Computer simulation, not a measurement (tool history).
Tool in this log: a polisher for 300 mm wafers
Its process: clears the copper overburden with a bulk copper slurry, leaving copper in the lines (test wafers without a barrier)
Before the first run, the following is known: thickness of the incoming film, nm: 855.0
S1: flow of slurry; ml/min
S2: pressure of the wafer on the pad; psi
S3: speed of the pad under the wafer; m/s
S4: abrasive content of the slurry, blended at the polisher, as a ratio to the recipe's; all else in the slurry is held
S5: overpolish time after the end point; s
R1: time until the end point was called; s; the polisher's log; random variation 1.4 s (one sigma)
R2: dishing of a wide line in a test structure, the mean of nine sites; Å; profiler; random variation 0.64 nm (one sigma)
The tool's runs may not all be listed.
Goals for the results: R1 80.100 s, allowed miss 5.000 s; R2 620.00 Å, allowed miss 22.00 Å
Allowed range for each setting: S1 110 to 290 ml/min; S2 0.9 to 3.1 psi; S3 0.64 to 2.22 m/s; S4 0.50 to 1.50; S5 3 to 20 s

Run 1, day 0.000: S1 185 ml/min, S2 2.0 psi, S3 1.42 m/s, S4 1.00, S5 10 s. Result: R1 82.406 s, R2 493.90 Å.
Run 2, day 0.371: S1 185 ml/min, S2 1.8 psi, S3 1.42 m/s, S4 1.00, S5 10 s. Result: R1 90.907 s, R2 460.69 Å.
Run 3, day 0.725: S1 180 ml/min, S2 2.0 psi, S3 1.40 m/s, S4 1.00, S5 12 s. Result: R1 84.531 s, R2 556.72 Å.
Run 4, day 1.038: S1 180 ml/min, S2 2.0 psi, S3 1.40 m/s, S4 1.00, S5 9 s. Result: R1 81.591 s, R2 467.81 Å.
Run 5, day 1.338: S1 180 ml/min, S2 2.1 psi, S3 1.38 m/s, S4 1.00, S5 11 s. Result: R1 81.158 s, R2 526.00 Å.
Run 6, day 1.604: S1 180 ml/min, S2 2.1 psi, S3 1.38 m/s, S4 1.00, S5 9 s. Result: R1 80.318 s, R2 478.37 Å.
Run 7, day 1.817: S1 180 ml/min, S2 2.2 psi, S3 1.34 m/s, S4 1.00, S5 12 s. Result: R1 80.204 s, R2 560.89 Å.
Run 8, day 1.925: S1 180 ml/min, S2 2.2 psi, S3 1.34 m/s, S4 1.00, S5 13 s. Result: R1 78.887 s, R2 596.82 Å.

Below are 5 possible settings for the next run. Only one of them brings all results inside the allowed miss of their targets. Which is it?
Run A, day 2.033: S1 135 ml/min, S2 2.0 psi, S3 1.54 m/s, S4 1.00, S5 15 s. Result: R1 ?, R2 ?.
Run B, day 2.033: S1 180 ml/min, S2 2.5 psi, S3 1.20 m/s, S4 1.00, S5 11 s. Result: R1 ?, R2 ?.
Run C, day 2.033: S1 180 ml/min, S2 2.2 psi, S3 1.44 m/s, S4 0.95, S5 11 s. Result: R1 ?, R2 ?.
Run D, day 2.033: S1 200 ml/min, S2 2.6 psi, S3 1.36 m/s, S4 0.80, S5 11 s. Result: R1 ?, R2 ?.
Run E, day 2.033: S1 195 ml/min, S2 1.9 psi, S3 1.40 m/s, S4 1.00, S5 13 s. Result: R1 ?, R2 ?.

move      R1      R2
   A  80.831  614.00
   B  78.406  555.86
   C  75.443  556.05
   D  69.763  596.74
   E  87.121  547.83
A: all results land within tolerance of their targets
B: the biggest miss grows against the last run
C: the biggest miss grows against the last run
D: the biggest miss grows against the last run
E: the biggest miss grows against the last run
The move that meets every target is A.
